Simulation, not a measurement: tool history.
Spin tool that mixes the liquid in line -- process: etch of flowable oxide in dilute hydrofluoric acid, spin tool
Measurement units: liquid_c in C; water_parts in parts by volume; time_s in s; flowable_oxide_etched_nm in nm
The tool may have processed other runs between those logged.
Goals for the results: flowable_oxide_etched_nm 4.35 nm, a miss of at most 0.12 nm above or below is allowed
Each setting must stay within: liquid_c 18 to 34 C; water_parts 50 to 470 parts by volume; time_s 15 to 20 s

run,hour,liquid_c,water_parts,time_s,flowable_oxide_etched_nm
1,0,26,260,20,2.182
2,7.7,26,260,20,2.2381
3,12.8,28.5,230,20,2.8318
4,21.6,30,215,20,3.2635
# hour 26.4: thermometer replaced
5,26.4,27,215,20,3.0671
6,31.6,29,205,20,3.4333
7,35.7,30.5,200,20,3.7177
8,39.7,31.5,195,20,3.9842

Exactly one of the 4 candidate moves below puts every result within its allowed miss. Which one?
A,43.7,31,180,20,?
B,43.7,31.5,215,20,?
C,43.7,31,200,20,?
D,43.7,29,200,20,?

move,flowable_oxide_etched_nm
A,4.3466
B,3.5414
C,3.8138
D,3.5591
A: every result lands within tolerance
B: the biggest miss grows against the last run
C: the biggest miss grows against the last run
D: the biggest miss grows against the last run
Correct choice: A, which meets every target

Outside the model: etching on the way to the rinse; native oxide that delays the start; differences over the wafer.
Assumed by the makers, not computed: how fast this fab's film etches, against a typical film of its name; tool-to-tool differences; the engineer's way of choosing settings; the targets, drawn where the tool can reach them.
